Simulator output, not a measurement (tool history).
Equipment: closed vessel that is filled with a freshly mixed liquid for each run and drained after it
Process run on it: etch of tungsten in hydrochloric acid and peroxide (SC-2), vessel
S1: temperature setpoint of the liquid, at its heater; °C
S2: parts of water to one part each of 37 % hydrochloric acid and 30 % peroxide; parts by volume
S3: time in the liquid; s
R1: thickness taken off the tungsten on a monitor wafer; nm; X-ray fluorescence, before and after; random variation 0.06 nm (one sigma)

run 1 hour=0.0 | S1=55.0 S2=11.0 S3=30 | R1=9.4694
run 2 hour=6.7 | S1=55.0 S2=7.5 S3=30 | R1=12.9280
run 3 hour=8.6 | S1=55.0 S2=7.5 S3=30 | R1=12.8710
run 4 hour=9.7 | S1=55.0 S2=4.0 S3=30 | R1=20.4610
run 5 hour=16.0 | S1=53.5 S2=4.0 S3=30 | R1=18.7430
run 6 hour=18.8 | S1=53.5 S2=4.0 S3=30 | R1=18.5610
run 7 hour=27.6 | S1=52.5 S2=4.0 S3=30 | R1=17.2880

Run 8 has not been measured yet. What should we expect?
run 8 hour=33.3 | S1=52.0 S2=4.0 S3=30 | R1=?

Logged for run 8: R1 16.8630 nm.
